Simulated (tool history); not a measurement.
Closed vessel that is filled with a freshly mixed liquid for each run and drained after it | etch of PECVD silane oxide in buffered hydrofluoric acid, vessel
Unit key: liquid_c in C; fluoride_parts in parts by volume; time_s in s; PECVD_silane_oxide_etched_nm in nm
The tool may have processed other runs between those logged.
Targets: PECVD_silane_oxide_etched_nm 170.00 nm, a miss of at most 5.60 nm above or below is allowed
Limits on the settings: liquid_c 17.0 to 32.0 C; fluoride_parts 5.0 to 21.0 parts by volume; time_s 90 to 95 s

run  hour  liquid_c  fluoride_parts  time_s  PECVD_silane_oxide_etched_nm
  1   0.0      25.0            13.0      90                        221.41
  2   7.2      24.5            13.0      90                        214.53
  3   8.0      26.0            13.0      90                        234.21
  4  11.1      28.5            13.0      90                        267.30
  5  15.2      32.0            13.0      90                        319.72
  6  19.4      32.0            16.0      90                        259.65
  7  28.0      28.0            16.5      90                        205.49
  8  30.5      27.5            16.5      90                        201.95
  9  36.2      27.0            16.5      90                        196.35

Pick the move, out of 4, that brings all results within their allowed miss; only one does.
  A  41.9      29.0            16.5      90                             ?
  B  41.9      26.0            18.0      90                             ?
  C  41.9      26.5            18.0      95                             ?
  D  41.9      26.0            16.0      90                             ?

move  PECVD_silane_oxide_etched_nm
   A                        219.77
   B                        171.84
   C                        186.35
   D                        192.96
A: the biggest miss grows against the last run
B: all results land within tolerance of their targets
C: an improvement on the last run, though not all results are within tolerance
D: an improvement on the last run, though not all results are within tolerance
B meets every target.
